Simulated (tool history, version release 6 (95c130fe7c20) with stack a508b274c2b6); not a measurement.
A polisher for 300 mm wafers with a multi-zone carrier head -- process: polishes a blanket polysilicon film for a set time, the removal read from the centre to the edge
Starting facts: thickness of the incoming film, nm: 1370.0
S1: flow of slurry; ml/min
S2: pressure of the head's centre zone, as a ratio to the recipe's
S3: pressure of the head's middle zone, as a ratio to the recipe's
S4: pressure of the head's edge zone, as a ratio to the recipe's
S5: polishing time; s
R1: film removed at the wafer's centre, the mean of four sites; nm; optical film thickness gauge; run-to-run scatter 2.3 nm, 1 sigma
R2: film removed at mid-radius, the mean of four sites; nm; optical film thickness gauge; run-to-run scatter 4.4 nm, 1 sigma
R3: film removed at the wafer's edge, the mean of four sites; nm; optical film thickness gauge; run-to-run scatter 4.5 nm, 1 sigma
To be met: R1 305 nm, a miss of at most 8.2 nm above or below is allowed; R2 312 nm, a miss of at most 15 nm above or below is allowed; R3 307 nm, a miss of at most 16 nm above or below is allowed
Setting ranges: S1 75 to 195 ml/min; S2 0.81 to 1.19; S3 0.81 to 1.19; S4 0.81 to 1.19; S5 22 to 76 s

{"run": 1, "hour": 0.0, "S1": 125, "S2": 1, "S3": 1, "S4": 1, "S5": 49, "R1": 484, "R2": 486.23, "R3": 482.79}
{"run": 2, "hour": 2.5, "S1": 120, "S2": 0.98, "S3": 0.98, "S4": 0.96, "S5": 44, "R1": 417.98, "R2": 428.75, "R3": 416.33}
{"run": 3, "hour": 9.6, "S1": 120, "S2": 0.98, "S3": 0.98, "S4": 0.96, "S5": 54, "R1": 514.99, "R2": 513.33, "R3": 510.87}
{"run": 4, "hour": 12.4, "S1": 115, "S2": 0.96, "S3": 0.95, "S4": 0.92, "S5": 49, "R1": 457.43, "R2": 462.02, "R3": 455.44}
{"run": 5, "hour": 21.4, "S1": 115, "S2": 0.88, "S3": 0.95, "S4": 0.92, "S5": 49, "R1": 412.67, "R2": 470.44, "R3": 447.77}
{"run": 6, "hour": 25.7, "S1": 115, "S2": 0.88, "S3": 0.98, "S4": 0.92, "S5": 49, "R1": 410.86, "R2": 473.89, "R3": 457.16}
{"run": 7, "hour": 27.7, "S1": 105, "S2": 0.89, "S3": 0.94, "S4": 0.91, "S5": 45, "R1": 375.57, "R2": 408.67, "R3": 415.95}
{"run": 8, "hour": 32.6, "S1": 115, "S2": 0.89, "S3": 0.91, "S4": 0.89, "S5": 41, "R1": 353.29, "R2": 368.76, "R3": 366.07}
{"run": 9, "hour": 37.4, "S1": 120, "S2": 0.87, "S3": 0.89, "S4": 0.87, "S5": 40, "R1": 344.68, "R2": 358.62, "R3": 357.53}
{"run": 10, "hour": 44.0, "S1": 120, "S2": 0.86, "S3": 0.88, "S4": 0.85, "S5": 38, "R1": 318.5, "R2": 339.56, "R3": 339.95}
{"run": 11, "hour": 51.1, "S1": 125, "S2": 0.87, "S3": 0.87, "S4": 0.84, "S5": 37, "R1": 318.05, "R2": 332.98, "R3": 326.44}

Next run, 4 choices. One meets every target within its allowed miss, the rest don't. Which?
{"run": "A", "hour": 58.2, "S1": 115, "S2": 0.88, "S3": 0.83, "S4": 0.83, "S5": 41, "R1": "?", "R2": "?", "R3": "?"}
{"run": "B", "hour": 58.2, "S1": 195, "S2": 1.01, "S3": 1.06, "S4": 0.81, "S5": 31, "R1": "?", "R2": "?", "R3": "?"}
{"run": "C", "hour": 58.2, "S1": 105, "S2": 0.91, "S3": 0.88, "S4": 0.81, "S5": 36, "R1": "?", "R2": "?", "R3": "?"}
{"run": "D", "hour": 58.2, "S1": 195, "S2": 0.9, "S3": 0.98, "S4": 0.81, "S5": 32, "R1": "?", "R2": "?", "R3": "?"}

move=A R1=349.04 R2=344.88 R3=356.69
move=B R1=343.73 R2=349.32 R3=287.86
move=C R1=307.63 R2=307.84 R3=304.11
move=D R1=315.72 R2=339.72 R3=297.43
A: misses by more than the last run did
B: misses by more than the last run did
C: all results in spec
D: misses by more than the last run did
Move C is the one to make.
